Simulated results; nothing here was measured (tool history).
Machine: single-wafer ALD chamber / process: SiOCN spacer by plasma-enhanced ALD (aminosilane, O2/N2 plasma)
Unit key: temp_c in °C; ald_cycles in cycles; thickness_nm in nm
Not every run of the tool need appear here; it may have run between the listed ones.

| run | hour | temp_c | ald_cycles | thickness_nm |
|---|---|---|---|---|
| 1 | 0 | 395 | 82 | 4.7109 |
| 2 | 5.5 | 395 | 83 | 4.7426 |
| 3 | 9.7 | 400 | 83 | 4.793 |
| 4 | 14.8 | 400 | 76 | 4.3441 |
| 5 | 17.5 | 400 | 87 | 4.9951 |
| 6 | 24.7 | 408 | 87 | 4.9146 |
| 7 | 32.8 | 408 | 88 | 4.9534 |
| 8 | 36.2 | 407 | 89 | 5.0146 |
| 9 | 38.3 | 407 | 89 | 4.9995 |
| 10 | 45.1 | 406 | 90 | 5.0987 |
| 11 | 48.3 | 406 | 91 | 5.1433 |

Run 12 is up next; what results do you expect?
| 12 | 56 | 406 | 92 | ? |

{"run 12": {"thickness_nm": 5.182}}
